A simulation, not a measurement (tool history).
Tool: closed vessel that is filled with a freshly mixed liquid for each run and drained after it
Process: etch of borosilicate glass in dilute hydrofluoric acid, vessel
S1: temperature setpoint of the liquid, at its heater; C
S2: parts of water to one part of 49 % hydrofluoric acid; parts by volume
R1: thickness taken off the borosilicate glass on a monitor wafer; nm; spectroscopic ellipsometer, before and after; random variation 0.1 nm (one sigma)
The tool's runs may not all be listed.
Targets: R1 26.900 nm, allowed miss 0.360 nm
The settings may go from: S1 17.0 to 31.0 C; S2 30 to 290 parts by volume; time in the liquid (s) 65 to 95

Run 1, hour 0.0: S1 23.0 C, S2 160 parts by volume, time in the liquid (s) 95. Result: R1 13.886 nm.
Run 2, hour 4.9: S1 25.5 C, S2 145 parts by volume, time in the liquid (s) 95. Result: R1 17.131 nm.
Run 3, hour 7.1: S1 27.5 C, S2 135 parts by volume, time in the liquid (s) 95. Result: R1 20.001 nm.
Run 4, hour 12.2: S1 29.5 C, S2 135 parts by volume, time in the liquid (s) 95. Result: R1 21.463 nm.
Run 5, hour 14.0: S1 30.0 C, S2 130 parts by volume, time in the liquid (s) 95. Result: R1 23.052 nm.
Run 6, hour 20.4: S1 30.0 C, S2 130 parts by volume, time in the liquid (s) 65. Result: R1 15.710 nm.
Run 7, hour 21.6: S1 30.5 C, S2 105 parts by volume, time in the liquid (s) 65. Result: R1 20.338 nm.
Run 8, hour 24.2: S1 30.5 C, S2 90 parts by volume, time in the liquid (s) 65. Result: R1 24.566 nm.
Run 9, hour 31.0: S1 30.5 C, S2 85 parts by volume, time in the liquid (s) 65. Result: R1 26.150 nm.

4 next moves are on the table. One of them brings every result within its allowed miss. Which?
Run A, hour 37.8: S1 29.0 C, S2 100 parts by volume, time in the liquid (s) 85. Result: R1 ?.
Run B, hour 37.8: S1 30.0 C, S2 85 parts by volume, time in the liquid (s) 65. Result: R1 ?.
Run C, hour 37.8: S1 26.5 C, S2 95 parts by volume, time in the liquid (s) 85. Result: R1 ?.
Run D, hour 37.8: S1 26.5 C, S2 100 parts by volume, time in the liquid (s) 90. Result: R1 ?.

move      R1
   A  26.714
   B  25.497
   C  25.721
   D  25.704
A: meets every target
B: further off than the last run
C: further off than the last run
D: further off than the last run
The right move is A.

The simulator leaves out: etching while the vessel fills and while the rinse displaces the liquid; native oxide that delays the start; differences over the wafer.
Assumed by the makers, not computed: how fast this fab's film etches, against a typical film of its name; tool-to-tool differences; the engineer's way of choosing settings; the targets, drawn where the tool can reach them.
